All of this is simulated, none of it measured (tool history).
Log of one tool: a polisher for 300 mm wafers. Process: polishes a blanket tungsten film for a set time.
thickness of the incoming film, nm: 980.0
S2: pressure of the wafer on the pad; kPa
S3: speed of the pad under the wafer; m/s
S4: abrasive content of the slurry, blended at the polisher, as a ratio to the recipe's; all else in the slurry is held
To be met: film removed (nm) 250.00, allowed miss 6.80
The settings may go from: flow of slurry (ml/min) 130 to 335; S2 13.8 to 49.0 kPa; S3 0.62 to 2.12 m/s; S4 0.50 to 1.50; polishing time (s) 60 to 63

Run 1, hour 0.0: flow of slurry (ml/min) 215, S2 31.0 kPa, S3 1.36 m/s, S4 1.00, polishing time (s) 60. Result: film removed (nm) 415.89.
Run 2, hour 6.5: flow of slurry (ml/min) 215, S2 29.0 kPa, S3 1.36 m/s, S4 1.00, polishing time (s) 60. Result: film removed (nm) 383.15.
Run 3, hour 15.4: flow of slurry (ml/min) 215, S2 35.9 kPa, S3 1.36 m/s, S4 1.00, polishing time (s) 60. Result: film removed (nm) 476.73.
Run 4, hour 20.4: flow of slurry (ml/min) 215, S2 33.1 kPa, S3 1.36 m/s, S4 1.00, polishing time (s) 60. Result: film removed (nm) 441.60.
Run 5, hour 26.6: flow of slurry (ml/min) 215, S2 31.0 kPa, S3 1.36 m/s, S4 1.00, polishing time (s) 60. Result: film removed (nm) 412.74.
Run 6, hour 34.8: flow of slurry (ml/min) 215, S2 27.6 kPa, S3 1.36 m/s, S4 1.00, polishing time (s) 60. Result: film removed (nm) 371.02.
Run 7, hour 38.9: flow of slurry (ml/min) 215, S2 26.2 kPa, S3 1.36 m/s, S4 1.00, polishing time (s) 60. Result: film removed (nm) 352.75.
At hour 42.4: slurry nozzle cleaned.
Run 8, hour 42.4: flow of slurry (ml/min) 215, S2 24.8 kPa, S3 1.36 m/s, S4 1.00, polishing time (s) 60. Result: film removed (nm) 338.09.
Run 9, hour 49.6: flow of slurry (ml/min) 215, S2 23.4 kPa, S3 1.36 m/s, S4 1.00, polishing time (s) 60. Result: film removed (nm) 319.63.
Run 10, hour 56.9: flow of slurry (ml/min) 215, S2 23.4 kPa, S3 1.36 m/s, S4 1.00, polishing time (s) 60. Result: film removed (nm) 322.99.
Run 11, hour 65.4: flow of slurry (ml/min) 215, S2 22.8 kPa, S3 1.36 m/s, S4 1.00, polishing time (s) 60. Result: film removed (nm) 309.75.
Run 12, hour 73.1: flow of slurry (ml/min) 195, S2 15.9 kPa, S3 1.36 m/s, S4 1.00, polishing time (s) 60. Result: film removed (nm) 217.32.
Run 13, hour 76.6: flow of slurry (ml/min) 200, S2 15.9 kPa, S3 1.36 m/s, S4 1.00, polishing time (s) 60. Result: film removed (nm) 216.53.
Run 14, hour 83.1: flow of slurry (ml/min) 205, S2 15.9 kPa, S3 1.36 m/s, S4 1.00, polishing time (s) 60. Result: film removed (nm) 221.87.
Run 15, hour 86.7: flow of slurry (ml/min) 210, S2 15.9 kPa, S3 1.36 m/s, S4 1.00, polishing time (s) 60. Result: film removed (nm) 220.97.
Run 16, hour 88.7: flow of slurry (ml/min) 220, S2 15.9 kPa, S3 1.36 m/s, S4 1.00, polishing time (s) 60. Result: film removed (nm) 222.01.
Run 17, hour 89.8: flow of slurry (ml/min) 225, S2 15.9 kPa, S3 1.36 m/s, S4 1.00, polishing time (s) 60. Result: film removed (nm) 220.25.
Run 18, hour 95.2: flow of slurry (ml/min) 225, S2 16.5 kPa, S3 1.36 m/s, S4 1.00, polishing time (s) 60. Result: film removed (nm) 231.46.
Run 19, hour 103.3: flow of slurry (ml/min) 230, S2 16.5 kPa, S3 1.36 m/s, S4 1.00, polishing time (s) 60. Result: film removed (nm) 230.66.
Run 20, hour 108.8: flow of slurry (ml/min) 235, S2 17.2 kPa, S3 1.36 m/s, S4 1.00, polishing time (s) 60. Result: film removed (nm) 239.51.

5 next moves are on the table. One of them brings every result within its allowed miss. Which?
Run A, hour 114.3: flow of slurry (ml/min) 270, S2 20.7 kPa, S3 1.28 m/s, S4 0.65, polishing time (s) 63. Result: film removed (nm) ?.
Run B, hour 114.3: flow of slurry (ml/min) 270, S2 14.5 kPa, S3 1.42 m/s, S4 1.30, polishing time (s) 60. Result: film removed (nm) ?.
Run C, hour 114.3: flow of slurry (ml/min) 230, S2 17.9 kPa, S3 1.28 m/s, S4 0.90, polishing time (s) 61. Result: film removed (nm) ?.
Run D, hour 114.3: flow of slurry (ml/min) 230, S2 18.6 kPa, S3 1.32 m/s, S4 0.75, polishing time (s) 62. Result: film removed (nm) ?.
Run E, hour 114.3: flow of slurry (ml/min) 240, S2 17.2 kPa, S3 1.34 m/s, S4 0.85, polishing time (s) 60. Result: film removed (nm) ?.

move  film removed (nm)
   A             251.79
   B             230.81
   C             234.77
   D             238.07
   E             226.42
A: meets every target
B: further off than the last run
C: further off than the last run
D: further off than the last run
E: further off than the last run
The right move is A.
